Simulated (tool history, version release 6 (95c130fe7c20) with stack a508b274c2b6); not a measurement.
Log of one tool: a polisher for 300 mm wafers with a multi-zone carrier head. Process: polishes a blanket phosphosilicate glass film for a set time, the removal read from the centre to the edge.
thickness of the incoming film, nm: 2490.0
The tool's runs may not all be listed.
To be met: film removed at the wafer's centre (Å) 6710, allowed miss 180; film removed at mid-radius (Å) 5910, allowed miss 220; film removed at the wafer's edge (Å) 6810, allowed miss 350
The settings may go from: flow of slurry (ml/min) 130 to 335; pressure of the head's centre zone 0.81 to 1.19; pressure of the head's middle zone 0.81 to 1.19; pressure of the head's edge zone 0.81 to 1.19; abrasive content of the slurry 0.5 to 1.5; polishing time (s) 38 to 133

run,day,flow of slurry (ml/min),pressure of the head's centre zone,pressure of the head's middle zone,pressure of the head's edge zone,abrasive content of the slurry,polishing time (s),film removed at the wafer's centre (Å),film removed at mid-radius (Å),film removed at the wafer's edge (Å)
1,0,215,1,1,1,1,85,7289.1,7194.4,7317.5
2,0.175,205,1,0.97,0.99,1,85,7081.3,6910,7359.9
3,0.375,205,0.97,0.97,0.99,1,85,7009.1,7017.2,7434.2
4,0.575,200,0.98,0.95,0.98,0.95,85,6862.1,6570.1,7112.3
5,0.917,200,0.98,0.95,1.02,0.95,85,6927.7,6608.1,7092
6,1.012,190,0.98,0.94,1.02,0.95,85,6740,6464.4,7296.8
7,1.179,190,0.99,0.93,1.01,0.95,85,6791.1,6471.4,7157.1
8,1.45,160,1.01,0.83,0.99,0.9,85,6397.4,5430.1,6494.1
9,1.775,210,1.01,0.88,1,0.9,85,6995.1,6034.1,7016.2

Which of these 4 next moves meets every target?
A,2.1,170,1.05,0.91,1.05,0.8,90,?,?,?
B,2.1,240,1.03,0.82,0.97,0.7,103,?,?,?
C,2.1,195,1.08,0.89,0.99,0.85,88,?,?,?
D,2.1,245,0.99,0.88,0.99,0.85,89,?,?,?

move,film removed at the wafer's centre (Å),film removed at mid-radius (Å),film removed at the wafer's edge (Å)
A,6742,5880.2,6771.3
B,7492,6068.2,7197.1
C,7275.7,6032.2,6818.6
D,7055.4,6298.5,7105.4
A: meets every target
B: further off than the last run
C: further off than the last run
D: further off than the last run
Answer: A
